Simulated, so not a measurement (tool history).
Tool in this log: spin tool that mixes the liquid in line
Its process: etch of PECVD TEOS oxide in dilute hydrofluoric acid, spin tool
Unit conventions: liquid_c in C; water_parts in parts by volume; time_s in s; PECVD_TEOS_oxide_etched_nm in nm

run	hour	liquid_c	water_parts	time_s	PECVD_TEOS_oxide_etched_nm
1	0	21	295	305	11.808
2	7.9	23.5	220	305	18.613
3	8.8	20.5	220	305	16.817
4	12.7	20.5	120	305	34.762
5	20.7	20.5	180	305	21.291
6	25.3	23	160	305	27.109

Run 7 comes next. What will it give?
7	32	24.5	145	305	?

Run 7 yielded PECVD_TEOS_oxide_etched_nm 31.942 nm.
